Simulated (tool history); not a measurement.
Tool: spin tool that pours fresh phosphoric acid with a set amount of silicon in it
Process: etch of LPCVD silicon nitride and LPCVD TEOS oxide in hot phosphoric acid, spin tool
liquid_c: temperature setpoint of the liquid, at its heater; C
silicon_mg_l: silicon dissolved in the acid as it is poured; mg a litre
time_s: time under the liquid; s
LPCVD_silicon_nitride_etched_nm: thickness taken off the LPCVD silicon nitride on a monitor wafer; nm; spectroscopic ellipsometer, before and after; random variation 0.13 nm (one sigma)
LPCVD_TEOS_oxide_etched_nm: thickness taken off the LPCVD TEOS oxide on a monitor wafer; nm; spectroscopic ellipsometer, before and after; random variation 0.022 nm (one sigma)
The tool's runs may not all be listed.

run	hour	liquid_c	silicon_mg_l	time_s	LPCVD_silicon_nitride_etched_nm	LPCVD_TEOS_oxide_etched_nm
1	0.0	160.0	15.5	180	15.958	0.39187
2	5.0	160.0	15.5	255	22.598	0.61106
3	10.6	160.0	15.5	180	15.934	0.38387
4	12.7	160.5	20.0	185	16.879	0.32614
5	14.3	161.0	21.5	185	17.066	0.36676
6	15.3	161.0	24.5	190	17.360	0.31303
7	22.0	161.5	27.0	190	17.464	0.33403
8	26.2	161.5	29.0	195	18.222	0.30320
9	31.1	161.5	30.5	195	18.171	0.28454
10	38.8	161.5	30.5	195	18.244	0.29481
11	44.4	161.5	31.5	195	18.180	0.28887
12	53.1	161.5	32.5	195	18.242	0.26025
13	57.4	161.5	33.0	195	18.190	0.22763
14	60.6	161.5	33.0	195	18.137	0.26154
15	65.2	161.5	33.5	195	18.146	0.23456

For run 16, what comes out?
16	67.7	161.5	34.0	195	?	?

LPCVD_silicon_nitride_etched_nm: 18.043 nm
LPCVD_TEOS_oxide_etched_nm: 0.24544 nm
